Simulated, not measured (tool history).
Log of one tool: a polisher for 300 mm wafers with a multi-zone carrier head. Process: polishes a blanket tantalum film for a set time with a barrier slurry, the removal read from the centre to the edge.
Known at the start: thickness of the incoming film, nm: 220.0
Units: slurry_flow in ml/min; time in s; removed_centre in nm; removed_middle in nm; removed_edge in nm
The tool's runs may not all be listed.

run	hour	slurry_flow	centre_zone	middle_zone	edge_zone	slurry_solids	time	removed_centre	removed_middle	removed_edge
1	0	165	1	1	1	1	60	72.24	76.673	76.583
2	6.1	165	1	1	1	1	49	58.684	62.009	64.387
3	8.3	165	1	1.04	1	1	49	58.454	64.149	63.897
4	14.5	160	1.01	1.03	0.99	1	49	58.822	63.075	62.712
5	19.9	140	1.01	1.03	0.99	1	49	56.525	61.798	62.172
6	23.7	140	1.02	1.02	0.98	1	49	58.123	60.66	61.987
7	27.3	135	1.03	1.02	0.97	1	49	56.734	60.868	61.974
8	35.7	140	1.05	1.01	0.96	0.95	49	57.683	59.407	61.296
9	41.3	140	1.06	1.01	0.94	0.95	49	58.719	59.207	60.151
10	45.4	140	1.07	1	0.93	0.95	49	59.498	58.356	58.316
11	46	140	1.07	0.99	0.93	0.95	49	58.288	58.353	61.333

The next listed run, before its measurement:
12	50.4	140	1.08	0.99	0.92	0.95	49	?	?	?

{"run 12": {"removed_centre": 58.937, "removed_middle": 58.1, "removed_edge": 59.826}}
